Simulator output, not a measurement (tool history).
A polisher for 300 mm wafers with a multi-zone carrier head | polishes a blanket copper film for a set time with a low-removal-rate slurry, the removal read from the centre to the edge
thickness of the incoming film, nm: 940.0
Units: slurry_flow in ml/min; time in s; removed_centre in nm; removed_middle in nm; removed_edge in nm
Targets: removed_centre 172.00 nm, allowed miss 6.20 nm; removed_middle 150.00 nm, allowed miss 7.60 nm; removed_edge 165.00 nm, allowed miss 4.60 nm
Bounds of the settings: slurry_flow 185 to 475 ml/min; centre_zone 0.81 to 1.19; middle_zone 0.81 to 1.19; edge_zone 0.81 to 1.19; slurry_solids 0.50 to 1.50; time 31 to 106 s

Run 1, day 0.000: slurry_flow 305 ml/min, centre_zone 1.00, middle_zone 1.00, edge_zone 1.00, slurry_solids 1.00, time 68 s. Result: removed_centre 237.09 nm, removed_middle 239.80 nm, removed_edge 243.38 nm.
Run 2, day 0.079: slurry_flow 305 ml/min, centre_zone 1.00, middle_zone 0.95, edge_zone 1.00, slurry_solids 1.00, time 68 s. Result: removed_centre 235.61 nm, removed_middle 225.42 nm, removed_edge 239.65 nm.
Run 3, day 0.225: slurry_flow 305 ml/min, centre_zone 1.00, middle_zone 1.00, edge_zone 1.00, slurry_solids 1.00, time 68 s. Result: removed_centre 235.82 nm, removed_middle 235.94 nm, removed_edge 239.29 nm.
Run 4, day 0.454: slurry_flow 305 ml/min, centre_zone 1.00, middle_zone 0.96, edge_zone 0.97, slurry_solids 0.85, time 64 s. Result: removed_centre 213.29 nm, removed_middle 206.18 nm, removed_edge 215.24 nm.
Run 5, day 0.683: slurry_flow 305 ml/min, centre_zone 1.00, middle_zone 0.96, edge_zone 0.97, slurry_solids 0.70, time 64 s. Result: removed_centre 211.19 nm, removed_middle 197.93 nm, removed_edge 210.25 nm.
Run 6, day 0.850: slurry_flow 305 ml/min, centre_zone 1.07, middle_zone 0.96, edge_zone 0.97, slurry_solids 0.70, time 64 s. Result: removed_centre 228.14 nm, removed_middle 203.11 nm, removed_edge 210.61 nm.
Run 7, day 1.225: slurry_flow 305 ml/min, centre_zone 1.05, middle_zone 0.94, edge_zone 0.94, slurry_solids 0.65, time 62 s. Result: removed_centre 211.46 nm, removed_middle 185.05 nm, removed_edge 197.00 nm.
Run 8, day 1.488: slurry_flow 295 ml/min, centre_zone 0.97, middle_zone 0.90, edge_zone 0.84, slurry_solids 0.50, time 57 s. Result: removed_centre 171.80 nm, removed_middle 164.81 nm, removed_edge 165.70 nm.
Run 9, day 1.592: slurry_flow 295 ml/min, centre_zone 0.97, middle_zone 0.90, edge_zone 0.84, slurry_solids 0.50, time 57 s. Result: removed_centre 172.16 nm, removed_middle 164.30 nm, removed_edge 169.02 nm.

5 next moves are on the table. One of them brings every result within its allowed miss. Which?
Run A, day 1.696: slurry_flow 285 ml/min, centre_zone 0.92, middle_zone 0.85, edge_zone 0.87, slurry_solids 0.60, time 54 s. Result: removed_centre ?, removed_middle ?, removed_edge ?.
Run B, day 1.696: slurry_flow 210 ml/min, centre_zone 0.95, middle_zone 1.07, edge_zone 0.81, slurry_solids 0.50, time 60 s. Result: removed_centre ?, removed_middle ?, removed_edge ?.
Run C, day 1.696: slurry_flow 210 ml/min, centre_zone 0.92, middle_zone 0.85, edge_zone 0.92, slurry_solids 0.50, time 58 s. Result: removed_centre ?, removed_middle ?, removed_edge ?.
Run D, day 1.696: slurry_flow 335 ml/min, centre_zone 1.01, middle_zone 0.85, edge_zone 0.88, slurry_solids 0.55, time 54 s. Result: removed_centre ?, removed_middle ?, removed_edge ?.
Run E, day 1.696: slurry_flow 310 ml/min, centre_zone 0.99, middle_zone 0.99, edge_zone 0.81, slurry_solids 0.95, time 50 s. Result: removed_centre ?, removed_middle ?, removed_edge ?.

move  removed_centre  removed_middle  removed_edge
   A          157.26          153.52        167.19
   B          169.50          194.68        170.82
   C          158.39          155.19        174.37
   D          173.17          153.55        167.52
   E          171.06          175.70        163.25
A: brings the result that was furthest off to its target, and leaves another outside
B: further off than the last run
C: brings the result that was furthest off to its target, and leaves another outside
D: meets every target
E: further off than the last run
Answer: D
